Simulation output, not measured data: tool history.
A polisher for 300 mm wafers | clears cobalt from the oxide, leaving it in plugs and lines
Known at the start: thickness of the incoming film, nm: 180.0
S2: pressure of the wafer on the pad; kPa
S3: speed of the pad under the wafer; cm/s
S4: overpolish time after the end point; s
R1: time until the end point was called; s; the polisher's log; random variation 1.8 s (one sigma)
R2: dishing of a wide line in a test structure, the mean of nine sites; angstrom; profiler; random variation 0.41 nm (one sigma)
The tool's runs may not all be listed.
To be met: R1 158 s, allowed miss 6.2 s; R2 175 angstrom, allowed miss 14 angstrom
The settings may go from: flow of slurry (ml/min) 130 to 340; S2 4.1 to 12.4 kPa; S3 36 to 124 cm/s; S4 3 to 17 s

Run 1, hour 0: flow of slurry (ml/min) 220, S2 8.3 kPa, S3 80 cm/s, S4 9 s. Result: R1 82.657 s, R2 185.4 angstrom.
Run 2, hour 8.8: flow of slurry (ml/min) 260, S2 8.3 kPa, S3 80 cm/s, S4 9 s. Result: R1 79.753 s, R2 193.36 angstrom.
Run 3, hour 15.7: flow of slurry (ml/min) 260, S2 9 kPa, S3 80 cm/s, S4 9 s. Result: R1 73.074 s, R2 203.1 angstrom.
Run 4, hour 22.4: flow of slurry (ml/min) 255, S2 8.3 kPa, S3 78 cm/s, S4 10 s. Result: R1 80.252 s, R2 205.5 angstrom.
Run 5, hour 27.7: flow of slurry (ml/min) 245, S2 7.6 kPa, S3 76 cm/s, S4 11 s. Result: R1 91.386 s, R2 200.04 angstrom.
Run 6, hour 36.2: flow of slurry (ml/min) 245, S2 7.6 kPa, S3 76 cm/s, S4 13 s. Result: R1 89.706 s, R2 234.15 angstrom.
Run 7, hour 42.7: flow of slurry (ml/min) 240, S2 6.9 kPa, S3 74 cm/s, S4 13 s. Result: R1 100.07 s, R2 210.41 angstrom.
Run 8, hour 43.8: flow of slurry (ml/min) 235, S2 6.2 kPa, S3 72 cm/s, S4 13 s. Result: R1 111.54 s, R2 199.25 angstrom.
Run 9, hour 46.2: flow of slurry (ml/min) 230, S2 6.2 kPa, S3 70 cm/s, S4 13 s. Result: R1 114.72 s, R2 185.43 angstrom.

Which of these 4 next moves meets every target?
Run A, hour 48.6: flow of slurry (ml/min) 220, S2 8.3 kPa, S3 68 cm/s, S4 10 s. Result: R1 ?, R2 ?.
Run B, hour 48.6: flow of slurry (ml/min) 175, S2 6.2 kPa, S3 48 cm/s, S4 16 s. Result: R1 ?, R2 ?.
Run C, hour 48.6: flow of slurry (ml/min) 220, S2 7.6 kPa, S3 76 cm/s, S4 10 s. Result: R1 ?, R2 ?.
Run D, hour 48.6: flow of slurry (ml/min) 235, S2 9.7 kPa, S3 68 cm/s, S4 7 s. Result: R1 ?, R2 ?.

move      R1      R2
   A  91.199  189.65
   B  156.16  179.23
   C  91.805  188.56
   D  77.851  159.08
A: further off than the last run
B: meets every target
C: further off than the last run
D: further off than the last run
Move B is the one to make.
